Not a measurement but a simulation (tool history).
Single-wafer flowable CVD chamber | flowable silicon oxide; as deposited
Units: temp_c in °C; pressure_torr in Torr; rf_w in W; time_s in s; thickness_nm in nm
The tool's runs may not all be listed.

run,hour,temp_c,pressure_torr,rf_w,time_s,thickness_nm
1,0.0,90,1.06,2045,520,635.92
2,6.1,90,1.06,2340,520,646.94
3,14.9,90,0.96,2340,520,598.01
4,20.9,99,0.96,2340,520,427.82
5,22.4,99,0.96,2340,520,429.56
6,28.6,98,0.96,2340,520,444.23
7,33.9,96,0.96,2340,520,480.17

The next listed run, before its measurement:
8,35.6,95,0.96,2340,520,?

thickness_nm: 498.92 nm
